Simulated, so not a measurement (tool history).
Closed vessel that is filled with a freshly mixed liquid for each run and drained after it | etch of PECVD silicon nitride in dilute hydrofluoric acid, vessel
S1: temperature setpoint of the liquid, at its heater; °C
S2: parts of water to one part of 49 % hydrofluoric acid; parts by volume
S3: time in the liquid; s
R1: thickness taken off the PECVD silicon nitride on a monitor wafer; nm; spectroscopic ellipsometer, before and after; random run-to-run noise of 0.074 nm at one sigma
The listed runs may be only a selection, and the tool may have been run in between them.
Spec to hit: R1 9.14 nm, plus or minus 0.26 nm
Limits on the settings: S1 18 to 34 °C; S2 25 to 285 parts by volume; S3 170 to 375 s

run 1 hour=0 | S1=26 S2=155 S3=375 | R1=4.8604
run 2 hour=4.3 | S1=28 S2=150 S3=375 | R1=5.6095
run 3 hour=12.5 | S1=29.5 S2=145 S3=375 | R1=6.4462
run 4 hour=15.1 | S1=30.5 S2=140 S3=375 | R1=7.0621
run 5 hour=17.7 | S1=31.5 S2=140 S3=375 | R1=7.4414
run 6 hour=22.5 | S1=31.5 S2=175 S3=375 | R1=5.9562
run 7 hour=29.4 | S1=34 S2=125 S3=375 | R1=9.8606
run 8 hour=37.9 | S1=33.5 S2=125 S3=375 | R1=9.4362

Pick the move, out of 4, that brings all results within their allowed miss; only one does.
run A hour=46.4 | S1=32 S2=120 S3=375 | R1=?
run B hour=46.4 | S1=34 S2=140 S3=375 | R1=?
run C hour=46.4 | S1=34 S2=125 S3=375 | R1=?
run D hour=46.4 | S1=32.5 S2=130 S3=375 | R1=?

move=A R1=9.0689
move=B R1=8.7367
move=C R1=9.8166
move=D R1=8.6162
A: meets every target
B: moves the result that the last run missed by most past its target, out the other side
C: the biggest miss grows against the last run
D: moves the result that the last run missed by most past its target, out the other side
Answer: A

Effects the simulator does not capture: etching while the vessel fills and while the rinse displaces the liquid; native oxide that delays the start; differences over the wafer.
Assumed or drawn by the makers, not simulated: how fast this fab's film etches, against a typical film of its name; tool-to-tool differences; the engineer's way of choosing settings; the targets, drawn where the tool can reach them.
